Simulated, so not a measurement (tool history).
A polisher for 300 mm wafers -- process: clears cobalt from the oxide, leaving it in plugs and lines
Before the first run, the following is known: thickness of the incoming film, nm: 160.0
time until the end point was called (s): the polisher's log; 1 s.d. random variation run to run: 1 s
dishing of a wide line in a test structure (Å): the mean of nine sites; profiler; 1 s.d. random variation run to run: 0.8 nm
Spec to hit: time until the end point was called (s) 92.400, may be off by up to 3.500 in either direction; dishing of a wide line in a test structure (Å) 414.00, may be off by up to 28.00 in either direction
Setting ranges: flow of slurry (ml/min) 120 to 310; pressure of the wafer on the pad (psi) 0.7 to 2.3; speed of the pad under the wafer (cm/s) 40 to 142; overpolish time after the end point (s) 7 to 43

run   hour  flow of slurry (ml/min)  pressure of the wafer on the pad (psi)  speed of the pad under the wafer (cm/s)  overpolish time after the end point (s)  time until the end point was called (s)  dishing of a wide line in a test structure (Å)
  1    0.0                      200                                     1.5                                       90                                       22                                   42.807                                          447.34
  2    3.4                      200                                     1.5                                       90                                       29                                   42.213                                          498.54
  3   10.5                      195                                     1.3                                       84                                       32                                   51.677                                          485.20
  4   18.9                      190                                     1.1                                       80                                       33                                   62.536                                          445.24
  5   26.0                      240                                     1.1                                       80                                       33                                   61.325                                          464.16
  6   27.5                      240                                     1.1                                       80                                       42                                   60.827                                          518.23
  7   32.5                      240                                     1.0                                       76                                       41                                   70.727                                          471.91
  8   36.4                      240                                     0.9                                       76                                       41                                   78.819                                          456.41
  9   42.1                      240                                     0.9                                       76                                       40                                   78.295                                          451.41
 10   50.4                      240                                     0.8                                       76                                       39                                   87.555                                          407.83
 11   55.2                      240                                     0.8                                       76                                       40                                   87.694                                          430.85
 12   62.3                      240                                     0.8                                       76                                       39                                   87.925                                          417.36
 13   63.9                      235                                     0.7                                       76                                       40                                  100.140                                          397.83
 14   72.1                      245                                     0.7                                       76                                       40                                   99.387                                          411.37
 15   80.5                      260                                     0.8                                       76                                       38                                   86.139                                          427.63
 16   87.3                      255                                     0.8                                       76                                       38                                   85.850                                          404.86
 17   91.3                      250                                     0.7                                       76                                       41                                   99.277                                          416.62
 18   99.7                      255                                     0.7                                       76                                       40                                   97.630                                          418.78
 19  104.4                      255                                     0.7                                       76                                       39                                   95.601                                          392.62
 20  110.2                      260                                     0.7                                       76                                       40                                   98.679                                          385.79
 21  118.1                      255                                     0.7                                       76                                       41                                   98.597                                          421.07

Which of these 4 next moves meets every target?
  A  126.0                      245                                     0.8                                       76                                       36                                        ?                                               ?
  B  126.0                      205                                     0.9                                       50                                       42                                        ?                                               ?
  C  126.0                      250                                     1.1                                       40                                       43                                        ?                                               ?
  D  126.0                      285                                     0.8                                       70                                       40                                        ?                                               ?

move  time until the end point was called (s)  dishing of a wide line in a test structure (Å)
   A                                   87.396                                          401.69
   B                                  110.100                                          386.80
   C                                  104.020                                          404.25
   D                                   91.922                                          414.32
A: takes the result that was furthest off past its target
B: the biggest miss grows against the last run
C: the biggest miss grows against the last run
D: all results land within tolerance of their targets
The move that meets every target is D.
